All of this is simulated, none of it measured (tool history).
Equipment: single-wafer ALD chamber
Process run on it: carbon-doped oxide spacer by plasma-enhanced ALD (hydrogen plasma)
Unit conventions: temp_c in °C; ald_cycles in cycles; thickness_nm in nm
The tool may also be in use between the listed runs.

run  hour  temp_c  ald_cycles  thickness_nm
  1   0.0     405         337        16.767
  2   8.4     405         310        15.526
  3  10.4     403         326        16.443
  4  18.4     414         326        16.012
  5  25.5     404         326        16.230
  6  27.4     403         341        17.219
  7  28.8     402         350        17.576

Run 8 comes next. What will it give?
  8  37.4     401         359             ?

{"run 8": {"thickness_nm": 17.939}}
